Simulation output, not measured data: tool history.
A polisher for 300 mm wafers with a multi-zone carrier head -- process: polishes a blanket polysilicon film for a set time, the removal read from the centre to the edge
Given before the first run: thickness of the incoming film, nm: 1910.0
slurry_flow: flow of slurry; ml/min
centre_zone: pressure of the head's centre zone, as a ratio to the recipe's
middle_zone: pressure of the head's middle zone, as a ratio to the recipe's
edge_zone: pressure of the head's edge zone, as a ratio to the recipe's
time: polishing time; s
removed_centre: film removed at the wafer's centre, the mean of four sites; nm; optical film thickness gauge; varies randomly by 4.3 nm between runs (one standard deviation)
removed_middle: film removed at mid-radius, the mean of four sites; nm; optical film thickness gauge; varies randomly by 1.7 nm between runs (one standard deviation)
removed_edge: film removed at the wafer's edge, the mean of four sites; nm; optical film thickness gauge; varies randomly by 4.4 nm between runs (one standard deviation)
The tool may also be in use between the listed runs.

run,hour,slurry_flow,centre_zone,middle_zone,edge_zone,time,removed_centre,removed_middle,removed_edge
1,0.0,175,1.00,1.00,1.00,77,387.18,380.30,397.59
2,7.3,170,1.01,0.98,0.97,75,375.43,364.69,380.97
3,10.8,170,1.01,0.98,1.03,75,389.13,361.80,385.44
4,11.9,170,0.96,0.98,1.03,75,360.70,366.90,392.31
5,13.8,170,0.96,0.98,1.03,83,396.07,396.09,436.46
6,18.4,170,0.96,0.98,1.08,83,387.38,402.69,444.50
7,22.3,165,0.97,0.97,1.05,79,383.85,378.29,414.43

The next listed run, before its measurement:
8,29.2,160,0.98,0.96,1.03,76,?,?,?

{"run 8": {"removed_centre": 362.45, "removed_middle": 355.87, "removed_edge": 385.56}}
